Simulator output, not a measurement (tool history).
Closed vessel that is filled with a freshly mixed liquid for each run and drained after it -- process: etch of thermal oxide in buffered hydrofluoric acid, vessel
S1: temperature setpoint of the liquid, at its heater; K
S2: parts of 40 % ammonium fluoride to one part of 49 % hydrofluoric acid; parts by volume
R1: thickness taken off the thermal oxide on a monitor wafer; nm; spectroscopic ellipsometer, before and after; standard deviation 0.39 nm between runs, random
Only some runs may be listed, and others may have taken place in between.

{"run": 1, "hour": 0.0, "S1": 296.15, "S2": 23.5, "time in the liquid (s)": 85, "R1": 38.479}
{"run": 2, "hour": 8.1, "S1": 296.15, "S2": 23.5, "time in the liquid (s)": 85, "R1": 38.096}
{"run": 3, "hour": 16.6, "S1": 296.15, "S2": 29.5, "time in the liquid (s)": 85, "R1": 32.835}
{"run": 4, "hour": 17.6, "S1": 297.65, "S2": 26.0, "time in the liquid (s)": 85, "R1": 38.781}
{"hour": 20.7, "done": "thermometer replaced"}
{"run": 5, "hour": 20.7, "S1": 299.65, "S2": 26.0, "time in the liquid (s)": 85, "R1": 46.377}
{"run": 6, "hour": 26.4, "S1": 300.65, "S2": 23.0, "time in the liquid (s)": 85, "R1": 53.39}
{"run": 7, "hour": 31.0, "S1": 300.65, "S2": 23.0, "time in the liquid (s)": 85, "R1": 53.323}

The next listed run, before its measurement:
{"run": 8, "hour": 35.3, "S1": 304.15, "S2": 15.5, "time in the liquid (s)": 90, "R1": "?"}

{"run 8": {"R1": 96.668}}

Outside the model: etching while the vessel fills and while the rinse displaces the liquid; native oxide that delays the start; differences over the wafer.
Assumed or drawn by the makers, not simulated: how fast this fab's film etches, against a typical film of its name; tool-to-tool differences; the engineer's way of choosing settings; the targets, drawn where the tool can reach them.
